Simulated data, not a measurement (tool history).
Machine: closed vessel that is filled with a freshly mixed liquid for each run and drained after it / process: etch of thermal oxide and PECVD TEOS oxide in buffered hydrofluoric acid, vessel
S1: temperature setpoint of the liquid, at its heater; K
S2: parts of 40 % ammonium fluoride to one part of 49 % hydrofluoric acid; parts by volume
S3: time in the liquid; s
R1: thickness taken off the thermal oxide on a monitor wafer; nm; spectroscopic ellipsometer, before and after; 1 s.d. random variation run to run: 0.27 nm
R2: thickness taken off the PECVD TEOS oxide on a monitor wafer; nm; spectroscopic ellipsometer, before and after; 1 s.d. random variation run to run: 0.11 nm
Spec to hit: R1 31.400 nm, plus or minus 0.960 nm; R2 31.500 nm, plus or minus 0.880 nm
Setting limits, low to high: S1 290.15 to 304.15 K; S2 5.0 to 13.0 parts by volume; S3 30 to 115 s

run	day	S1	S2	S3	R1	R2
1	0.000	296.15	8.0	60	83.564	84.449
2	0.250	296.15	9.5	60	70.899	71.437
3	0.596	295.15	10.0	60	64.892	65.755
4	0.892	295.15	10.0	40	43.051	43.468
5	1.250	295.15	11.0	40	39.488	39.886
6	1.517	295.15	11.0	50	49.063	50.036
7	1.846	294.65	11.0	50	47.837	48.419
8	1.921	294.15	11.5	50	44.801	44.940
9	2.262	293.65	11.5	50	43.218	44.086
10	2.621	293.15	11.5	50	42.685	42.825
11	2.662	292.65	11.5	50	40.997	41.594
12	3.046	292.15	11.5	50	40.390	40.453
13	3.138	291.15	12.5	50	35.038	35.253

Of the 5 settings listed for the next run, only one would bring every result within its allowed miss of target. Which one?
A	3.229	291.15	11.5	45	?	?
B	3.229	290.15	11.0	40	?	?
C	3.229	293.15	12.5	40	?	?
D	3.229	291.15	13.0	50	?	?
E	3.229	290.15	12.5	50	?	?

move	R1	R2
A	34.262	34.278
B	30.046	30.059
C	31.420	31.435
D	33.762	33.778
E	33.143	33.158
A: gains on the last run, yet a result remains outside its allowed miss
B: moves the result that the last run missed by most past its target, out the other side
C: every result within its allowed miss
D: gains on the last run, yet a result remains outside its allowed miss
E: gains on the last run, yet a result remains outside its allowed miss
Answer: C
